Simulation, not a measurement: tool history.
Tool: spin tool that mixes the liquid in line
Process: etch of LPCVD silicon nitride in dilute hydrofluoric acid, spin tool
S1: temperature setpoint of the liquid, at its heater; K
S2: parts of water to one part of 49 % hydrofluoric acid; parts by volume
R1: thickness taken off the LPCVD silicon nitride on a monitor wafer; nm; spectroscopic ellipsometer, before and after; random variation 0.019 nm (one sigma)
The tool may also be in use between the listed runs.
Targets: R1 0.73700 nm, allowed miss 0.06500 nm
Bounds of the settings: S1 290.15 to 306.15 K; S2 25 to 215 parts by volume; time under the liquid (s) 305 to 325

Run 1, hour 0.0: S1 298.15 K, S2 120 parts by volume, time under the liquid (s) 305. Result: R1 1.36490 nm.
Run 2, hour 4.5: S1 298.15 K, S2 120 parts by volume, time under the liquid (s) 325. Result: R1 1.45190 nm.
Run 3, hour 11.6: S1 296.65 K, S2 130 parts by volume, time under the liquid (s) 325. Result: R1 1.21250 nm.
Run 4, hour 13.5: S1 296.65 K, S2 130 parts by volume, time under the liquid (s) 325. Result: R1 1.19300 nm.
Run 5, hour 20.9: S1 295.15 K, S2 135 parts by volume, time under the liquid (s) 325. Result: R1 1.03920 nm.
Run 6, hour 23.0: S1 294.15 K, S2 135 parts by volume, time under the liquid (s) 325. Result: R1 0.97721 nm.
Run 7, hour 26.6: S1 293.15 K, S2 135 parts by volume, time under the liquid (s) 325. Result: R1 0.93032 nm.
Run 8, hour 32.5: S1 292.65 K, S2 140 parts by volume, time under the liquid (s) 325. Result: R1 0.86571 nm.
Run 9, hour 41.4: S1 292.15 K, S2 140 parts by volume, time under the liquid (s) 325. Result: R1 0.82785 nm.

Which of these 4 next moves meets every target?
Run A, hour 50.3: S1 293.65 K, S2 140 parts by volume, time under the liquid (s) 310. Result: R1 ?.
Run B, hour 50.3: S1 292.65 K, S2 150 parts by volume, time under the liquid (s) 310. Result: R1 ?.
Run C, hour 50.3: S1 294.15 K, S2 115 parts by volume, time under the liquid (s) 325. Result: R1 ?.
Run D, hour 50.3: S1 291.15 K, S2 165 parts by volume, time under the liquid (s) 305. Result: R1 ?.

move       R1
   A  0.86659
   B  0.75780
   C  1.13860
   D  0.61448
A: further off than the last run
B: meets every target
C: further off than the last run
D: takes the result that was furthest off past its target
The right move is B.

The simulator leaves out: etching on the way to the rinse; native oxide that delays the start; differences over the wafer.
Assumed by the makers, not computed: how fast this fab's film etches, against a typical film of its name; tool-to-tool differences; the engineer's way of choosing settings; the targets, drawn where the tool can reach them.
